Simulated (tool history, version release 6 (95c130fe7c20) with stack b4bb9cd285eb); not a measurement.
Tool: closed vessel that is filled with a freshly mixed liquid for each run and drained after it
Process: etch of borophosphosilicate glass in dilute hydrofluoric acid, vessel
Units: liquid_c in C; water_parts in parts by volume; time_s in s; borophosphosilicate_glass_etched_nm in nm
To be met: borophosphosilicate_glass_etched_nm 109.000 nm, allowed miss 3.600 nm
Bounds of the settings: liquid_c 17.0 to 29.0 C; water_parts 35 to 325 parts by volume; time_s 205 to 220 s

run	day	liquid_c	water_parts	time_s	borophosphosilicate_glass_etched_nm
1	0.000	21.0	180	205	35.525
2	0.312	21.0	180	220	37.865
3	0.358	23.0	145	220	53.069
4	0.550	24.5	120	220	70.552
# day 0.871: hydrofluoric acid flow meter replaced
5	0.871	26.0	110	220	91.935
6	1.238	26.5	110	220	94.602
7	1.450	29.0	100	220	115.080
8	1.588	28.5	100	220	111.850

5 next moves are on the table. One of them brings every result within its allowed miss. Which?
A	1.725	27.5	105	220	?
B	1.725	27.5	95	220	?
C	1.725	25.5	85	220	?
D	1.725	28.5	95	210	?
E	1.725	29.0	105	220	?

move	borophosphosilicate_glass_etched_nm
A	102.820
B	115.170
C	120.640
D	114.230
E	108.850
A: takes the result that was furthest off past its target
B: further off than the last run
C: further off than the last run
D: further off than the last run
E: meets every target
Move E is the one to make.

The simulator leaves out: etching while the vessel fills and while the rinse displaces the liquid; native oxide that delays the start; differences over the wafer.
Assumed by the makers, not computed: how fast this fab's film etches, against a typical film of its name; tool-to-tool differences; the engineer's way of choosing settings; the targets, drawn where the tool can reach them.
